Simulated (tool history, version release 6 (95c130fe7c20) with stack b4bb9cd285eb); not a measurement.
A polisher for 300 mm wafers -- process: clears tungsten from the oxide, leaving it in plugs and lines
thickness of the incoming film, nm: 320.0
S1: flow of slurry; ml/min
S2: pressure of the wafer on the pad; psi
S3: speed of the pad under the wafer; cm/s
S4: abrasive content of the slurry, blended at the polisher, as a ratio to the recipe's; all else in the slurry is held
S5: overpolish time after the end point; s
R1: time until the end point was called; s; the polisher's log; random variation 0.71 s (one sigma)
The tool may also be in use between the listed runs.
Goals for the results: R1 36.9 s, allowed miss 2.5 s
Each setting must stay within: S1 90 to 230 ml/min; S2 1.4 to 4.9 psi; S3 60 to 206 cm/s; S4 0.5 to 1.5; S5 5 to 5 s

run,hour,S1,S2,S3,S4,S5,R1
1,0,150,3.1,132,1,5,73.944
2,7.6,150,3.5,136,1,5,65.14
3,10.4,150,3.8,142,1,5,59.82
4,18.3,150,4.1,152,1,5,53.215
5,24.9,165,4.1,152,1,5,50.808
6,26,170,4.3,156,1,5,47.8
7,30.5,170,4.4,160,1,5,46.039
8,32,170,4.5,164,1,5,43.988
9,35.8,170,4.6,168,1,5,42.486

Consider the 5 candidate settings below. Which is the only one whose results all fall within their allowed miss of target?
A,39.6,195,3.9,180,1.05,5,?
B,39.6,125,4.5,172,1.2,5,?
C,39.6,200,4.1,192,0.7,5,?
D,39.6,170,4.6,170,1,5,?
E,39.6,190,4.9,180,1,5,?

move,R1
A,43.078
B,42.925
C,41.23
D,41.323
E,36.715
A: lands further from the targets than the last run did
B: lands further from the targets than the last run did
C: closer than the last run, but not yet in spec
D: closer than the last run, but not yet in spec
E: each result inside its tolerance
E is the move that brings every result within its allowed miss.
